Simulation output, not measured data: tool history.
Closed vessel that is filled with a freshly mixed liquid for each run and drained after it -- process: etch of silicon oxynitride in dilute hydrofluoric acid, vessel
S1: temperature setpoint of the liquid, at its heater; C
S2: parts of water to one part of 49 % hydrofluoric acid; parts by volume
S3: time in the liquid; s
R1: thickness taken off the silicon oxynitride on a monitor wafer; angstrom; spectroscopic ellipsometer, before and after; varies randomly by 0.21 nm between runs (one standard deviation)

run 1 hour=0 | S1=24 S2=225 S3=3000 | R1=368.88
run 2 hour=8.3 | S1=24 S2=225 S3=3000 | R1=371.57
run 3 hour=14.4 | S1=20.5 S2=225 S3=3000 | R1=314.78
run 4 hour=17 | S1=21.5 S2=225 S3=3000 | R1=329.34
run 5 hour=23.8 | S1=21.5 S2=270 S3=3000 | R1=267.28
run 6 hour=32.5 | S1=23.5 S2=270 S3=3000 | R1=291.41
run 7 hour=38.5 | S1=27.5 S2=265 S3=3000 | R1=351.95
run 8 hour=43.4 | S1=28 S2=265 S3=3000 | R1=357.69

Predict the results of run 9:
run 9 hour=46.3 | S1=28.5 S2=265 S3=3000 | R1=?

Run 9 came out at R1 369.55 angstrom.

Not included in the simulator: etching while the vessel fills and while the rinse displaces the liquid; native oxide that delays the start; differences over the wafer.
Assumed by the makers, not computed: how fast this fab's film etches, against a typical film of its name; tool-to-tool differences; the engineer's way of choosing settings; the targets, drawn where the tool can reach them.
